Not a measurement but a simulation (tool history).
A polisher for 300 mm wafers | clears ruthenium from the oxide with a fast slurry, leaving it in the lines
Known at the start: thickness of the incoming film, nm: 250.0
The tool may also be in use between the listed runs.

run	hour	flow of slurry (ml/min)	pressure of the wafer on the pad (psi)	speed of the pad under the wafer (m/s)	abrasive content of the slurry	overpolish time after the end point (s)	time until the end point was called (s)	dishing of a wide line in a test structure (Å)
1	0.0	215	3.0	1.22	1.0	23	43.274	744.86
2	3.2	215	2.9	1.18	1.0	21	44.269	677.71
3	10.4	165	2.9	1.18	1.0	21	46.045	671.98
4	17.8	185	2.9	1.18	1.0	21	45.028	677.24
5	20.9	185	2.9	1.18	1.0	14	46.612	515.15
6	29.4	165	2.9	1.18	1.0	14	46.382	510.49
# hour 38.4: head pressure recalibrated
7	38.4	165	2.8	1.16	1.0	13	51.411	429.40
8	39.4	165	2.7	1.16	1.0	13	53.601	421.42

Run 9 comes next. What will it give?
9	48.2	165	2.6	1.16	1.0	13	?	?

Run 9 gave time until the end point was called (s) 55.200, dishing of a wide line in a test structure (Å) 418.37.

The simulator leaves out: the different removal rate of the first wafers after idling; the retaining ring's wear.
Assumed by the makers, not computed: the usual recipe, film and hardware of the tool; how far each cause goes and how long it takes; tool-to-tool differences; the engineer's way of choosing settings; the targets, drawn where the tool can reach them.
